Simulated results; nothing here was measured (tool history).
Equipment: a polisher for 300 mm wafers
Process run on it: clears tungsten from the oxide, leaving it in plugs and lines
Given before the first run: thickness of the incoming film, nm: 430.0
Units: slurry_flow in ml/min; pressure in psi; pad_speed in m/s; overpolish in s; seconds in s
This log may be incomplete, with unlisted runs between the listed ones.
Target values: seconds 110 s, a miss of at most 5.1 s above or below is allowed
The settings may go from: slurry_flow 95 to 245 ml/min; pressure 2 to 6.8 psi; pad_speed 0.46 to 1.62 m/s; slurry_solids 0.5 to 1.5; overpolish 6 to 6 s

run	hour	slurry_flow	pressure	pad_speed	slurry_solids	overpolish	seconds
1	0	155	4.4	1.04	1	6	87.41
2	2.5	155	4.3	1.04	1	6	86.37
3	6.6	180	4.3	1.04	1	6	86.119
4	10.1	180	4.3	1.04	1.1	6	85.191
5	10.8	180	4.2	1.04	1.1	6	86.405
6	13.8	180	5.2	1.04	1.1	6	69.701
7	20.2	180	5	1.04	1.1	6	72.95
8	21.4	180	4.8	1.04	1.1	6	72.907
9	28.9	180	4.6	1.04	1.1	6	77.951
10	37.3	180	4.4	1.04	1.1	6	80.902
11	44.8	180	4.2	1.04	1.1	6	85.136
12	49.2	180	4.1	1.04	1.1	6	86.277
13	56.8	180	4	1.04	1.1	6	88.823
14	61.9	180	3.9	1.04	1.1	6	90.413
15	64.5	180	3.8	1.04	1.1	6	92.936
16	71.1	180	3.7	1.04	1.1	6	98.361
17	78.7	180	3.5	1.04	1.1	6	100.57

Next run, 4 choices. One meets every target within its allowed miss, the rest don't. Which?
A	86.3	150	3.3	1.04	1.1	6	?
B	86.3	210	3.8	1.14	1.25	6	?
C	86.3	160	4	1.08	1.05	6	?
D	86.3	130	4.5	0.9	1.3	6	?

move	seconds
A	110.06
B	82.321
C	89.101
D	89.182
A: meets every target
B: further off than the last run
C: further off than the last run
D: further off than the last run
Move A is the one to make.
